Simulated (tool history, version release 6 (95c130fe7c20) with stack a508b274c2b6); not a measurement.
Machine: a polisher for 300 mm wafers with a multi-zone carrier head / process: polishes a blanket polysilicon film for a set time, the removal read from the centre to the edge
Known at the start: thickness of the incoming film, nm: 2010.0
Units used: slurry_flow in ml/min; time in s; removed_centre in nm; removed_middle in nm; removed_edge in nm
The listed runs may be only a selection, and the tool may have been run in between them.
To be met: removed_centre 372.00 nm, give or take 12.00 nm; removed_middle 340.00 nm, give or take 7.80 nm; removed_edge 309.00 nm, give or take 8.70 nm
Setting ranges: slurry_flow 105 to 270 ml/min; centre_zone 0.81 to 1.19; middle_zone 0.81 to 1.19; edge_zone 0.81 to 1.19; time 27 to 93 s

{"run": 1, "day": 0.0, "slurry_flow": 175, "centre_zone": 1.0, "middle_zone": 1.0, "edge_zone": 1.0, "time": 59, "removed_centre": 594.87, "removed_middle": 594.79, "removed_edge": 593.79}
{"run": 2, "day": 0.288, "slurry_flow": 175, "centre_zone": 1.0, "middle_zone": 1.0, "edge_zone": 1.0, "time": 72, "removed_centre": 732.72, "removed_middle": 736.83, "removed_edge": 724.19}
{"run": 3, "day": 0.608, "slurry_flow": 155, "centre_zone": 1.03, "middle_zone": 1.01, "edge_zone": 0.95, "time": 60, "removed_centre": 615.36, "removed_middle": 597.05, "removed_edge": 583.71}
{"run": 4, "day": 0.888, "slurry_flow": 140, "centre_zone": 1.05, "middle_zone": 1.02, "edge_zone": 0.91, "time": 51, "removed_centre": 519.58, "removed_middle": 509.85, "removed_edge": 479.54}
{"run": 5, "day": 1.262, "slurry_flow": 140, "centre_zone": 1.05, "middle_zone": 1.02, "edge_zone": 0.91, "time": 61, "removed_centre": 617.39, "removed_middle": 608.98, "removed_edge": 566.5}
{"run": 6, "day": 1.625, "slurry_flow": 140, "centre_zone": 1.05, "middle_zone": 1.02, "edge_zone": 0.86, "time": 61, "removed_centre": 619.74, "removed_middle": 609.22, "removed_edge": 564.09}
{"run": 7, "day": 1.771, "slurry_flow": 135, "centre_zone": 1.07, "middle_zone": 1.02, "edge_zone": 0.85, "time": 52, "removed_centre": 533.8, "removed_middle": 503.08, "removed_edge": 472.17}
{"run": 8, "day": 1.875, "slurry_flow": 130, "centre_zone": 1.08, "middle_zone": 1.03, "edge_zone": 0.84, "time": 46, "removed_centre": 479.68, "removed_middle": 448.84, "removed_edge": 417.26}
{"run": 9, "day": 2.012, "slurry_flow": 125, "centre_zone": 1.09, "middle_zone": 1.04, "edge_zone": 0.83, "time": 42, "removed_centre": 425.33, "removed_middle": 414.41, "removed_edge": 375.18}

Which of these 5 next moves meets every target?
{"run": "A", "day": 2.15, "slurry_flow": 110, "centre_zone": 0.94, "middle_zone": 0.9, "edge_zone": 0.93, "time": 55, "removed_centre": "?", "removed_middle": "?", "removed_edge": "?"}
{"run": "B", "day": 2.15, "slurry_flow": 110, "centre_zone": 1.08, "middle_zone": 1.11, "edge_zone": 0.81, "time": 47, "removed_centre": "?", "removed_middle": "?", "removed_edge": "?"}
{"run": "C", "day": 2.15, "slurry_flow": 115, "centre_zone": 1.08, "middle_zone": 0.81, "edge_zone": 0.83, "time": 48, "removed_centre": "?", "removed_middle": "?", "removed_edge": "?"}
{"run": "D", "day": 2.15, "slurry_flow": 140, "centre_zone": 1.09, "middle_zone": 1.08, "edge_zone": 0.85, "time": 45, "removed_centre": "?", "removed_middle": "?", "removed_edge": "?"}
{"run": "E", "day": 2.15, "slurry_flow": 145, "centre_zone": 1.12, "middle_zone": 1.02, "edge_zone": 0.82, "time": 34, "removed_centre": "?", "removed_middle": "?", "removed_edge": "?"}

move=A removed_centre=460.62 removed_middle=468.26 removed_edge=493.38
move=B removed_centre=453.34 removed_middle=471.44 removed_edge=399.11
move=C removed_centre=468.07 removed_middle=381.36 removed_edge=415.99
move=D removed_centre=466.65 removed_middle=466.69 removed_edge=404.47
move=E removed_centre=365.12 removed_middle=339.32 removed_edge=303.30
A: the biggest miss grows against the last run
B: the biggest miss grows against the last run
C: the biggest miss grows against the last run
D: the biggest miss grows against the last run
E: meets every target
Correct choice: E, which meets every target

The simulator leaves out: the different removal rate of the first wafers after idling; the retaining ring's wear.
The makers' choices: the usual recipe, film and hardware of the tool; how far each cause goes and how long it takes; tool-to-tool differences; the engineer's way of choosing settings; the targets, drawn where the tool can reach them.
